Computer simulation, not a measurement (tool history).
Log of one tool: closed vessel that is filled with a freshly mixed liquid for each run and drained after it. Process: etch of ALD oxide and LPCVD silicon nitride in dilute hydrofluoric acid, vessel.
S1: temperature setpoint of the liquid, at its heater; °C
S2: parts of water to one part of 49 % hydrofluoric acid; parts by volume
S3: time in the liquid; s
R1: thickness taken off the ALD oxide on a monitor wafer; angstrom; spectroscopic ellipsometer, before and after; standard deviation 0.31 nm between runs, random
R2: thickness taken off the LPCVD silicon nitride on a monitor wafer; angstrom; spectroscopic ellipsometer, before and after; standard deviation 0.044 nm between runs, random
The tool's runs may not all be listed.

run	hour	S1	S2	S3	R1	R2
1	0.0	22.0	125	205	528.81	6.8889
2	6.3	22.0	145	205	442.02	5.8602
3	8.9	22.0	145	275	601.26	8.1029
4	14.2	22.5	145	275	605.01	8.5177
5	19.0	22.5	120	275	756.68	9.7531
6	23.0	22.5	105	275	877.46	11.8600
7	28.5	21.0	110	275	782.55	8.9235

Expected results for the next run?
8	31.3	21.0	115	275	?	?

{"run 8": {"R1": 741.2, "R2": 8.9355}}
